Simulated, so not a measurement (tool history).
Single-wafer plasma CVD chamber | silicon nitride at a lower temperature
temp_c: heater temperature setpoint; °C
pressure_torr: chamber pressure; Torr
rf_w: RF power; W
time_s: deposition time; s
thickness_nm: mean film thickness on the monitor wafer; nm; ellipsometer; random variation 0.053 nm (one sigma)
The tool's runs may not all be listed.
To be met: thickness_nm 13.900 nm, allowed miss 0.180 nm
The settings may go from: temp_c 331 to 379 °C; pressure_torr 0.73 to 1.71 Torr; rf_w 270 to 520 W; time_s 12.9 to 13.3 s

run	day	temp_c	pressure_torr	rf_w	time_s	thickness_nm
1	0.000	355	1.22	395	12.9	15.586
2	0.067	355	1.08	390	12.9	14.888
3	0.125	346	1.08	390	12.9	14.948
4	0.208	346	1.08	420	12.9	15.556
5	0.325	346	1.08	420	13.3	16.014
6	0.517	346	0.99	420	13.3	15.622
7	0.650	346	0.91	410	13.3	14.741
8	0.775	346	0.86	410	13.3	14.402
9	0.946	346	0.83	410	13.3	14.174
10	1.125	346	0.76	410	13.3	13.391
11	1.325	345	0.78	410	13.3	13.663
12	1.675	345	0.78	410	13.3	13.637
13	1.721	345	0.86	410	13.3	14.374
14	2.029	345	0.78	410	13.3	13.608

Which of these 5 next moves meets every target?
A	2.338	338	0.83	375	13.3	?
B	2.338	348	0.77	390	13.3	?
C	2.338	349	0.76	450	13.0	?
D	2.338	341	0.83	360	13.3	?
E	2.338	343	0.78	415	12.9	?

move	thickness_nm
A	13.408
B	13.130
C	13.851
D	13.054
E	13.332
A: further off than the last run
B: further off than the last run
C: meets every target
D: further off than the last run
E: further off than the last run
Answer: C
